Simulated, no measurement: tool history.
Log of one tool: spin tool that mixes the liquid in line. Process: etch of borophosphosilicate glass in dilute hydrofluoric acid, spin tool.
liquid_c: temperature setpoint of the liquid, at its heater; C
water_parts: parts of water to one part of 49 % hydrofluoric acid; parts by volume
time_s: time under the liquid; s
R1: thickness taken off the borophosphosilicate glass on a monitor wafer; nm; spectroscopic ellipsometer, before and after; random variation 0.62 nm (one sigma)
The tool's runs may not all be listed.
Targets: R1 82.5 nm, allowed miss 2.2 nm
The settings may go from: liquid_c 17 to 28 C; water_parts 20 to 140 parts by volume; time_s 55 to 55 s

{"run": 1, "day": 0.0, "liquid_c": 20, "water_parts": 75, "time_s": 55, "R1": 37.769}
{"run": 2, "day": 0.088, "liquid_c": 21.5, "water_parts": 75, "time_s": 55, "R1": 40.311}
{"run": 3, "day": 0.412, "liquid_c": 25, "water_parts": 75, "time_s": 55, "R1": 46.683}
{"run": 4, "day": 0.529, "liquid_c": 25.5, "water_parts": 70, "time_s": 55, "R1": 50.754}
{"run": 5, "day": 0.679, "liquid_c": 25.5, "water_parts": 70, "time_s": 55, "R1": 51.117}
{"run": 6, "day": 0.808, "liquid_c": 26, "water_parts": 65, "time_s": 55, "R1": 56.395}
{"run": 7, "day": 1.017, "liquid_c": 28, "water_parts": 40, "time_s": 55, "R1": 103.02}
{"run": 8, "day": 1.067, "liquid_c": 27, "water_parts": 40, "time_s": 55, "R1": 98.676}
{"run": 9, "day": 1.396, "liquid_c": 26, "water_parts": 40, "time_s": 55, "R1": 96.279}
{"run": 10, "day": 1.458, "liquid_c": 26, "water_parts": 40, "time_s": 55, "R1": 95.832}
{"run": 11, "day": 1.525, "liquid_c": 26, "water_parts": 40, "time_s": 55, "R1": 93.793}

5 next moves are on the table. One of them brings every result within its allowed miss. Which?
{"run": "A", "day": 1.592, "liquid_c": 25.5, "water_parts": 45, "time_s": 55, "R1": "?"}
{"run": "B", "day": 1.592, "liquid_c": 25.5, "water_parts": 50, "time_s": 55, "R1": "?"}
{"run": "C", "day": 1.592, "liquid_c": 24, "water_parts": 45, "time_s": 55, "R1": "?"}
{"run": "D", "day": 1.592, "liquid_c": 23.5, "water_parts": 30, "time_s": 55, "R1": "?"}
{"run": "E", "day": 1.592, "liquid_c": 26, "water_parts": 50, "time_s": 55, "R1": "?"}

move=A R1=82.405
move=B R1=73.628
move=C R1=77.49
move=D R1=116.27
move=E R1=75.134
A: meets every target
B: takes the result that was furthest off past its target
C: takes the result that was furthest off past its target
D: further off than the last run
E: takes the result that was furthest off past its target
Answer: A

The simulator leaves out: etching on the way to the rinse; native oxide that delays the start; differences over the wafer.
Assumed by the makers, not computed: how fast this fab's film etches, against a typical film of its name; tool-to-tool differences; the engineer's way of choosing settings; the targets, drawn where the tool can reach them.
